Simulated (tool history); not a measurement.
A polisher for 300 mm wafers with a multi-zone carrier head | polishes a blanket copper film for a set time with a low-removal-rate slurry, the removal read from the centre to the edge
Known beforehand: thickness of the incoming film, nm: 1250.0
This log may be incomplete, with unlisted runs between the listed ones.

| run | hour | flow of slurry (ml/min) | pressure of the head's centre zone | pressure of the head's middle zone | pressure of the head's edge zone | abrasive content of the slurry | polishing time (s) | film removed at the wafer's centre (Å) | film removed at mid-radius (Å) | film removed at the wafer's edge (Å) |
|---|---|---|---|---|---|---|---|---|---|---|
| 1 | 0.0 | 175 | 1.00 | 1.00 | 1.00 | 1.00 | 61 | 1002.90 | 1001.20 | 1004.40 |
| 2 | 3.2 | 175 | 0.95 | 1.00 | 1.00 | 1.00 | 61 | 944.09 | 973.10 | 1012.10 |
| 3 | 11.8 | 175 | 0.95 | 1.00 | 1.07 | 1.00 | 61 | 964.06 | 979.65 | 1038.40 |
| 4 | 17.4 | 175 | 0.95 | 1.00 | 1.07 | 0.85 | 61 | 945.04 | 964.79 | 999.26 |
| 5 | 24.2 | 215 | 0.95 | 1.00 | 1.07 | 0.85 | 61 | 964.88 | 992.47 | 1019.00 |
| 6 | 33.0 | 205 | 0.91 | 1.02 | 1.06 | 0.75 | 57 | 835.94 | 937.44 | 933.12 |
| 7 | 34.9 | 200 | 0.89 | 1.01 | 1.02 | 0.70 | 54 | 772.74 | 865.62 | 870.86 |
| 8 | 42.1 | 195 | 0.87 | 1.02 | 0.99 | 0.65 | 52 | 714.85 | 815.55 | 808.58 |
| 9 | 47.9 | 185 | 0.85 | 1.03 | 0.98 | 0.60 | 51 | 671.29 | 799.52 | 764.03 |

Run 10 comes next. What will it give?
| 10 | 53.3 | 175 | 0.84 | 1.03 | 0.99 | 0.55 | 50 | ? | ? | ? |

{"run 10": {"film removed at the wafer's centre (Å)": 645.32, "film removed at mid-radius (Å)": 753.36, "film removed at the wafer's edge (Å)": 751.69}}
